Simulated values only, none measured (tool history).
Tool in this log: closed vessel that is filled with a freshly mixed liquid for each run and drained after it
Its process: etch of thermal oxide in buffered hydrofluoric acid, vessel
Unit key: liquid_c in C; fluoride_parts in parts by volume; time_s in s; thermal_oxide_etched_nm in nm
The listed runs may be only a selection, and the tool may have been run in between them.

run	hour	liquid_c	fluoride_parts	time_s	thermal_oxide_etched_nm
1	0	21	18	90	51.365
2	1.9	20.5	18.5	90	48.49
3	6.5	20.5	18.5	95	51.218
4	10	19	18.5	95	46.99
5	10.6	19	19	95	46.222
6	12.8	19	19.5	95	44.916

For run 7, what comes out?
7	17.7	19	20	95	?

Run 7 yielded thermal_oxide_etched_nm 43.557 nm.
